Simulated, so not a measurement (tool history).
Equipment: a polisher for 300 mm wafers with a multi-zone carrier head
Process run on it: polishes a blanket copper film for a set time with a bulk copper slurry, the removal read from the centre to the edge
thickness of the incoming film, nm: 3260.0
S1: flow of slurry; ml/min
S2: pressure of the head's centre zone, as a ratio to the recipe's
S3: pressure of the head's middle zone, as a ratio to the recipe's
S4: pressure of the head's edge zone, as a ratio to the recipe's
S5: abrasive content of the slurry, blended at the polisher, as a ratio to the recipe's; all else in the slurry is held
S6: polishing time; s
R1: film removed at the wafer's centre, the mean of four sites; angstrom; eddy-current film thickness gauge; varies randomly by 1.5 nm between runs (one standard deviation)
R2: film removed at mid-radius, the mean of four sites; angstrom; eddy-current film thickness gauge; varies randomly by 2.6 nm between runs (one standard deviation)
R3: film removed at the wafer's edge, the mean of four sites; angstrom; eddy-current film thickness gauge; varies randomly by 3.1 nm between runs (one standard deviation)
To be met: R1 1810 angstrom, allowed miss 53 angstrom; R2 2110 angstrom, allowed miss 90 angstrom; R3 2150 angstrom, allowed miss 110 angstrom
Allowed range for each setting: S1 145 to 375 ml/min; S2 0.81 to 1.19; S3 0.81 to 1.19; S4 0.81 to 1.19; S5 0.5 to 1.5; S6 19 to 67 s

run	hour	S1	S2	S3	S4	S5	S6	R1	R2	R3
1	0	240	1	1	1	1	43	3288.6	3239.9	3236.5
2	7.1	230	0.94	0.99	0.99	0.85	39	2614.2	2814.7	2728.3
3	15.1	230	0.94	0.99	0.99	0.85	43	2897.5	3078.2	3039.9
4	20.8	230	0.94	0.92	0.99	0.85	43	2896.8	2934.5	3044.1
5	27.6	230	0.94	0.92	0.99	0.85	52	3496.6	3506	3617
6	33	260	0.94	0.92	0.99	0.85	52	3541.3	3484.8	3781.8
7	39.1	250	0.9	0.91	0.98	0.75	46	2859.6	3022.2	3222.6
8	46.6	235	0.88	0.89	0.96	0.65	42	2451.6	2517	2622.6
9	53.7	240	0.86	0.9	0.97	0.6	39	2135.6	2272	2329.7
10	59.6	240	0.84	0.91	0.99	0.55	39	1990.1	2253.3	2282.4
11	66.4	230	0.83	0.9	1	0.55	39	1945.3	2174.3	2341.9
12	70.1	220	0.82	0.91	0.99	0.55	39	1903	2251.1	2324.8
13	73.2	215	0.82	0.9	0.98	0.55	39	1925.8	2182.2	2294.7
14	81.7	210	0.82	0.91	0.98	0.55	39	1920.2	2219.9	2291.3
15	85.4	185	0.81	0.9	0.94	0.5	38	1730.3	2012.2	2096.7
16	89.2	195	0.81	0.9	0.95	0.5	38	1747.2	2025.7	2074.6
17	97.2	205	0.81	0.9	0.96	0.5	38	1753.1	2063.9	2121.4
18	99.7	210	0.81	0.9	0.96	0.5	38	1739.9	2062.4	2100.4

Consider the 5 candidate settings below. Which is the only one whose results all fall within their allowed miss of target?
A	102.2	205	0.84	0.96	1	0.6	35	?	?	?
B	102.2	195	0.81	0.88	1.04	0.5	40	?	?	?
C	102.2	215	0.88	0.94	1.06	0.5	35	?	?	?
D	102.2	230	0.83	1.04	0.98	0.55	36	?	?	?
E	102.2	250	0.87	0.88	0.9	0.65	32	?	?	?

move	R1	R2	R3
A	1805.6	2105.6	2165.3
B	1812.7	2081	2306.2
C	1745.7	1915.6	2052
D	1789.8	2218.8	2139.2
E	1807.8	1925.2	1979
A: hits every target within its allowed miss
B: the furthest-off result lands on target, but another misses its tolerance
C: misses by more than the last run did
D: the furthest-off result lands on target, but another misses its tolerance
E: the furthest-off result lands on target, but another misses its tolerance
So the answer is move A, the one that meets all the targets.
